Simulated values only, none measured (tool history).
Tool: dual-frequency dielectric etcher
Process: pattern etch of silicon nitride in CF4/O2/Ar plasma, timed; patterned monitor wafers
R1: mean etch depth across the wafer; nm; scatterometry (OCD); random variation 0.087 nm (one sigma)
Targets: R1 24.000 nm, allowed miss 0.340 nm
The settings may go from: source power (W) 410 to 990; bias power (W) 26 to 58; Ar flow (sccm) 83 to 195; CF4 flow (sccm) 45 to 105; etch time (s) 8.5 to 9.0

Run 1, day 0.000: source power (W) 700, bias power (W) 42, Ar flow (sccm) 139, CF4 flow (sccm) 75, etch time (s) 9.0. Result: R1 17.886 nm.
Run 2, day 0.292: source power (W) 700, bias power (W) 42, Ar flow (sccm) 124, CF4 flow (sccm) 75, etch time (s) 9.0. Result: R1 18.171 nm.
Run 3, day 0.362: source power (W) 740, bias power (W) 42, Ar flow (sccm) 124, CF4 flow (sccm) 75, etch time (s) 9.0. Result: R1 19.509 nm.
Run 4, day 0.600: source power (W) 740, bias power (W) 42, Ar flow (sccm) 124, CF4 flow (sccm) 67, etch time (s) 9.0. Result: R1 18.902 nm.
Run 5, day 0.921: source power (W) 740, bias power (W) 42, Ar flow (sccm) 124, CF4 flow (sccm) 67, etch time (s) 8.5. Result: R1 17.846 nm.
Run 6, day 1.021: source power (W) 770, bias power (W) 42, Ar flow (sccm) 124, CF4 flow (sccm) 67, etch time (s) 8.5. Result: R1 18.520 nm.
Run 7, day 1.350: source power (W) 800, bias power (W) 42, Ar flow (sccm) 124, CF4 flow (sccm) 67, etch time (s) 8.5. Result: R1 19.346 nm.
Run 8, day 1.379: source power (W) 800, bias power (W) 42, Ar flow (sccm) 124, CF4 flow (sccm) 67, etch time (s) 8.5. Result: R1 19.267 nm.
Run 9, day 1.629: source power (W) 830, bias power (W) 42, Ar flow (sccm) 124, CF4 flow (sccm) 67, etch time (s) 8.5. Result: R1 20.078 nm.
Run 10, day 1.875: source power (W) 850, bias power (W) 42, Ar flow (sccm) 124, CF4 flow (sccm) 67, etch time (s) 8.5. Result: R1 20.476 nm.

Which of these 4 next moves meets every target?
Run A, day 2.121: source power (W) 840, bias power (W) 47, Ar flow (sccm) 145, CF4 flow (sccm) 79, etch time (s) 9.0. Result: R1 ?.
Run B, day 2.121: source power (W) 860, bias power (W) 43, Ar flow (sccm) 99, CF4 flow (sccm) 68, etch time (s) 9.0. Result: R1 ?.
Run C, day 2.121: source power (W) 840, bias power (W) 38, Ar flow (sccm) 154, CF4 flow (sccm) 48, etch time (s) 9.0. Result: R1 ?.
Run D, day 2.121: source power (W) 860, bias power (W) 44, Ar flow (sccm) 115, CF4 flow (sccm) 86, etch time (s) 9.0. Result: R1 ?.

move      R1
   A  22.725
   B  22.928
   C  17.623
   D  23.980
A: nearer than the last run, and not there yet
B: nearer than the last run, and not there yet
C: further off than the last run
D: meets every target
The right move is D.
